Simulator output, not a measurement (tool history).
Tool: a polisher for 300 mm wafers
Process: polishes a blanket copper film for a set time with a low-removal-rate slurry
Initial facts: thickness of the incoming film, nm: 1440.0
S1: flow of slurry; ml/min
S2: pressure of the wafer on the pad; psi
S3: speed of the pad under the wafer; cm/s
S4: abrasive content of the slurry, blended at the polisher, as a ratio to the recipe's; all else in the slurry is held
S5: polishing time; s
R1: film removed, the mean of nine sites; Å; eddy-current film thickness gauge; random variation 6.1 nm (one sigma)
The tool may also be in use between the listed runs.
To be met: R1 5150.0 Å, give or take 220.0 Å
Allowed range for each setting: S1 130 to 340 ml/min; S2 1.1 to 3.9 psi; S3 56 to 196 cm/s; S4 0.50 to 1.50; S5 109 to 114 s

run	hour	S1	S2	S3	S4	S5	R1
1	0.0	220	2.5	126	1.00	109	2796.9
2	7.2	220	2.5	126	1.00	109	2792.5
3	13.7	220	2.8	128	1.00	109	3187.4
4	15.0	220	3.1	130	1.00	109	3480.3
5	16.7	220	3.3	134	1.00	109	3879.6
6	22.4	220	3.9	134	1.00	109	4502.3
7	26.5	220	3.9	138	1.00	109	4527.9
8	33.5	220	3.9	138	1.00	109	4642.2
9	37.8	220	3.9	142	1.00	109	4678.9
10	40.6	220	3.9	146	1.00	109	4833.7
11	49.6	220	3.9	148	1.00	109	4902.2

Below are 5 possible settings for the next run. Only one of them brings all results inside the allowed miss of their targets. Which is it?
A	58.6	210	3.9	130	1.20	113	?
B	58.6	275	3.8	142	0.65	110	?
C	58.6	165	3.7	160	1.05	114	?
D	58.6	210	3.4	160	0.95	109	?
E	58.6	275	3.7	140	1.25	109	?

move	R1
A	4536.3
B	4359.7
C	5017.4
D	4545.5
E	4671.0
A: moves away from the targets compared with the last run
B: moves away from the targets compared with the last run
C: hits every target within its allowed miss
D: moves away from the targets compared with the last run
E: moves away from the targets compared with the last run
C meets every target.
